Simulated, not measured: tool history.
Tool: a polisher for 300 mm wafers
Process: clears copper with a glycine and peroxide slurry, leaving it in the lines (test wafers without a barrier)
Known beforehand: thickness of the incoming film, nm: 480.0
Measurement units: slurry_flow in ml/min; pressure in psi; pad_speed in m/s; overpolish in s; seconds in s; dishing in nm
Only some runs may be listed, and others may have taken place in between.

| run | hour | slurry_flow | pressure | pad_speed | overpolish | seconds | dishing |
|---|---|---|---|---|---|---|---|
| 1 | 0.0 | 170 | 2.4 | 1.12 | 22 | 113.730 | 68.005 |
| 2 | 0.9 | 170 | 2.4 | 1.12 | 13 | 115.400 | 43.494 |
| 3 | 4.7 | 170 | 1.8 | 1.12 | 13 | 145.450 | 35.021 |
| 4 | 10.8 | 170 | 1.8 | 1.12 | 7 | 145.090 | 20.415 |
| 5 | 15.7 | 170 | 1.9 | 1.16 | 9 | 136.250 | 27.634 |
| 6 | 23.8 | 195 | 1.9 | 1.16 | 9 | 130.290 | 27.732 |
| 7 | 30.8 | 195 | 1.9 | 1.16 | 9 | 129.350 | 27.889 |
| 8 | 37.2 | 185 | 2.3 | 1.48 | 19 | 94.338 | 70.240 |

For run 9, what comes out?
| 9 | 39.3 | 180 | 2.4 | 1.48 | 19 | ? | ? |

seconds: 88.968 s
dishing: 72.393 nm
